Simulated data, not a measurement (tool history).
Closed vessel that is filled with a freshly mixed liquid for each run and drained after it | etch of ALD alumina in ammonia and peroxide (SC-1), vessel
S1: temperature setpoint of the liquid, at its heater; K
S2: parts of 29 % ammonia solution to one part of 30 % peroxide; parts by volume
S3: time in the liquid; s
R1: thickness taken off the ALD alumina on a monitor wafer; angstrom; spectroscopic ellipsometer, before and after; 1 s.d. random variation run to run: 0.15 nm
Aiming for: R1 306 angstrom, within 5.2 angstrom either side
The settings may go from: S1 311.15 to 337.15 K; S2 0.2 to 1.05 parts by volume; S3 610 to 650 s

run,day,S1,S2,S3,R1
1,0,321.15,0.55,610,253.12
2,0.333,315.65,0.55,610,183.87
3,0.688,315.65,0.55,610,183.71
4,1.038,318.65,0.55,610,219.35
5,1.221,318.65,0.65,610,223
6,1.596,320.65,0.65,610,248.5
7,1.767,321.65,0.65,610,264
8,1.817,322.65,0.65,610,279.07
# day 1.875: new drum of ammonia solution connected
9,1.875,324.65,0.65,610,311.29

Of the 4 settings listed for the next run, only one would bring every result within its allowed miss of target. Which one?
A,1.933,325.15,0.5,620,?
B,1.933,324.15,0.6,650,?
C,1.933,324.15,0.55,620,?
D,1.933,324.15,0.85,615,?

move,R1
A,319.85
B,323.11
C,305.66
D,316
A: the biggest miss grows against the last run
B: the biggest miss grows against the last run
C: meets every target
D: the biggest miss grows against the last run
C is the move that brings every result within its allowed miss.
